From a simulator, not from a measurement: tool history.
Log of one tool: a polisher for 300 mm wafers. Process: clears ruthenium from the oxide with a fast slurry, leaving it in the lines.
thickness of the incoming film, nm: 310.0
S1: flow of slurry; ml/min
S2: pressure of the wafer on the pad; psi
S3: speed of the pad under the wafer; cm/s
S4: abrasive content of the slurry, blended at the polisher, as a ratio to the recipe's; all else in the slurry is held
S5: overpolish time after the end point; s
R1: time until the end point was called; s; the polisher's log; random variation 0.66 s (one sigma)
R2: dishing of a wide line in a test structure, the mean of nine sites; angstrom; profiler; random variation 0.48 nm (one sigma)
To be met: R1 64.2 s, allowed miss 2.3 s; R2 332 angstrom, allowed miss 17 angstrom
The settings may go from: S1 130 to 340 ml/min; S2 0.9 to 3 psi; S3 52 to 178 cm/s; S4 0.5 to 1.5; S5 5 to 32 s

Run 1, hour 0: S1 220 ml/min, S2 1.9 psi, S3 114 cm/s, S4 1, S5 16 s. Result: R1 124.06 s, R2 345.41 angstrom.
Run 2, hour 0.9: S1 220 ml/min, S2 1.5 psi, S3 114 cm/s, S4 1, S5 16 s. Result: R1 150.31 s, R2 286.22 angstrom.
Run 3, hour 9.1: S1 225 ml/min, S2 1.8 psi, S3 116 cm/s, S4 1, S5 14 s. Result: R1 125.36 s, R2 303.11 angstrom.
Run 4, hour 14.3: S1 225 ml/min, S2 1.8 psi, S3 106 cm/s, S4 1, S5 14 s. Result: R1 135.78 s, R2 270.93 angstrom.
Run 5, hour 20.1: S1 235 ml/min, S2 2 psi, S3 106 cm/s, S4 1, S5 13 s. Result: R1 124.85 s, R2 285.73 angstrom.
Run 6, hour 27: S1 230 ml/min, S2 2.2 psi, S3 108 cm/s, S4 1.05, S5 11 s. Result: R1 111.09 s, R2 268.83 angstrom.
Run 7, hour 33.9: S1 240 ml/min, S2 2.4 psi, S3 110 cm/s, S4 1.1, S5 10 s. Result: R1 99.292 s, R2 277.78 angstrom.
Run 8, hour 42.7: S1 240 ml/min, S2 3 psi, S3 134 cm/s, S4 1.15, S5 6 s. Result: R1 65.02 s, R2 253.89 angstrom.
Run 9, hour 43.7: S1 240 ml/min, S2 3 psi, S3 134 cm/s, S4 1.15, S5 7 s. Result: R1 65.671 s, R2 298.32 angstrom.

Which of these 5 next moves meets every target?
Run A, hour 44.7: S1 225 ml/min, S2 2.9 psi, S3 138 cm/s, S4 1.15, S5 7 s. Result: R1 ?, R2 ?.
Run B, hour 44.7: S1 265 ml/min, S2 3 psi, S3 136 cm/s, S4 1, S5 7 s. Result: R1 ?, R2 ?.
Run C, hour 44.7: S1 205 ml/min, S2 2.7 psi, S3 142 cm/s, S4 1.1, S5 10 s. Result: R1 ?, R2 ?.
Run D, hour 44.7: S1 255 ml/min, S2 2.9 psi, S3 124 cm/s, S4 1.25, S5 8 s. Result: R1 ?, R2 ?.
Run E, hour 44.7: S1 245 ml/min, S2 3 psi, S3 138 cm/s, S4 1.1, S5 8 s. Result: R1 ?, R2 ?.

move      R1      R2
   A  64.416  284.36
   B  66.798  275.53
   C  68.776  363.76
   D  68.154  303.88
   E  63.292  323.63
A: further off than the last run
B: further off than the last run
C: takes the result that was furthest off past its target
D: nearer than the last run, and not there yet
E: meets every target
Answer: E

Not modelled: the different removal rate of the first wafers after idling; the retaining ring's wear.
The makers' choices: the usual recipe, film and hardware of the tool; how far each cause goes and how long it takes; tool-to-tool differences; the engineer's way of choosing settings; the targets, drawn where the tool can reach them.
